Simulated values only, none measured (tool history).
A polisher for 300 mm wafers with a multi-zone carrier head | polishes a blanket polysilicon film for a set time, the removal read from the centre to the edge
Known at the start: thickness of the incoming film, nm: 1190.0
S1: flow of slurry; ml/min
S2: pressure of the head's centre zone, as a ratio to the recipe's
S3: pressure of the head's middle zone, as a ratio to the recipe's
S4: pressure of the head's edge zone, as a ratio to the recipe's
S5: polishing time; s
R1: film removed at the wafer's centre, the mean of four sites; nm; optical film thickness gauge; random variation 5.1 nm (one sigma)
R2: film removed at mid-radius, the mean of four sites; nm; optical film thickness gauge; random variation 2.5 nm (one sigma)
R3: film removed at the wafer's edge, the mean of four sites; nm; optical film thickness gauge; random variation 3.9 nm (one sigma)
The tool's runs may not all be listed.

run,day,S1,S2,S3,S4,S5,R1,R2,R3
1,0,175,1,1,1,55,385.71,387.05,381.3
2,0.338,175,1,1,1,65,457.4,459.2,462.25
3,0.654,150,1,1,1,65,443.38,444.84,450.43
4,0.875,145,1.01,0.98,0.99,65,444.45,435.92,439.79
5,0.983,185,1.01,0.98,0.99,65,460.17,451.73,463.41
6,1.054,180,1.02,0.96,0.99,65,469.71,443.91,458.61

The next listed run, before its measurement:
7,1.362,130,1.07,0.86,0.97,63,?,?,?

{"run 7": {"R1": 431.07, "R2": 364.44, "R3": 420.41}}
